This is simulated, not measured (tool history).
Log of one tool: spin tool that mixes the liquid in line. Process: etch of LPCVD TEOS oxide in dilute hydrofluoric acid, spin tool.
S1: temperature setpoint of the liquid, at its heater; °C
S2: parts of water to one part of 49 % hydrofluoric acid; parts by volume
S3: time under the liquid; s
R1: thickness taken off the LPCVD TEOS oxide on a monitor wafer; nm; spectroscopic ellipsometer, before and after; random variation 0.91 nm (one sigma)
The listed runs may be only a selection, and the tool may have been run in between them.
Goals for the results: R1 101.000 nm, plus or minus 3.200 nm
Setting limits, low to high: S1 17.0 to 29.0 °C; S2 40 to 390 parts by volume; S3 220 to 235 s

{"run": 1, "hour": 0.0, "S1": 21.0, "S2": 215, "S3": 220, "R1": 53.417}
{"run": 2, "hour": 2.0, "S1": 21.0, "S2": 150, "S3": 220, "R1": 81.639}
{"run": 3, "hour": 9.4, "S1": 21.0, "S2": 150, "S3": 220, "R1": 81.218}
{"run": 4, "hour": 16.0, "S1": 21.5, "S2": 150, "S3": 220, "R1": 82.944}
{"run": 5, "hour": 20.4, "S1": 21.5, "S2": 230, "S3": 220, "R1": 50.116}
{"run": 6, "hour": 29.2, "S1": 21.5, "S2": 230, "S3": 220, "R1": 49.61}
{"run": 7, "hour": 32.0, "S1": 22.5, "S2": 220, "S3": 220, "R1": 53.479}
{"run": 8, "hour": 37.4, "S1": 23.0, "S2": 210, "S3": 220, "R1": 58.195}
{"run": 9, "hour": 42.9, "S1": 23.5, "S2": 200, "S3": 220, "R1": 63.783}
{"run": 10, "hour": 49.1, "S1": 23.5, "S2": 200, "S3": 220, "R1": 62.592}
{"run": 11, "hour": 53.1, "S1": 24.0, "S2": 190, "S3": 220, "R1": 68.256}
{"run": 12, "hour": 58.1, "S1": 24.5, "S2": 185, "S3": 220, "R1": 72.137}
{"hour": 61.7, "done": "hydrofluoric acid flow meter replaced"}
{"run": 13, "hour": 61.7, "S1": 24.5, "S2": 185, "S3": 220, "R1": 64.996}
{"run": 14, "hour": 66.8, "S1": 24.5, "S2": 175, "S3": 220, "R1": 68.859}

Next run, 5 choices. One meets every target within its allowed miss, the rest don't. Which?
{"run": "A", "hour": 71.9, "S1": 29.0, "S2": 155, "S3": 235, "R1": "?"}
{"run": "B", "hour": 71.9, "S1": 25.0, "S2": 125, "S3": 235, "R1": "?"}
{"run": "C", "hour": 71.9, "S1": 24.0, "S2": 245, "S3": 220, "R1": "?"}
{"run": "D", "hour": 71.9, "S1": 28.0, "S2": 135, "S3": 235, "R1": "?"}
{"run": "E", "hour": 71.9, "S1": 24.5, "S2": 210, "S3": 235, "R1": "?"}

move=A R1=99.418
move=B R1=110.200
move=C R1=44.387
move=D R1=112.880
move=E R1=58.434
A: every result lands within tolerance
B: pushes the last run's worst result past its target
C: further off than the last run
D: pushes the last run's worst result past its target
E: further off than the last run
Answer: A

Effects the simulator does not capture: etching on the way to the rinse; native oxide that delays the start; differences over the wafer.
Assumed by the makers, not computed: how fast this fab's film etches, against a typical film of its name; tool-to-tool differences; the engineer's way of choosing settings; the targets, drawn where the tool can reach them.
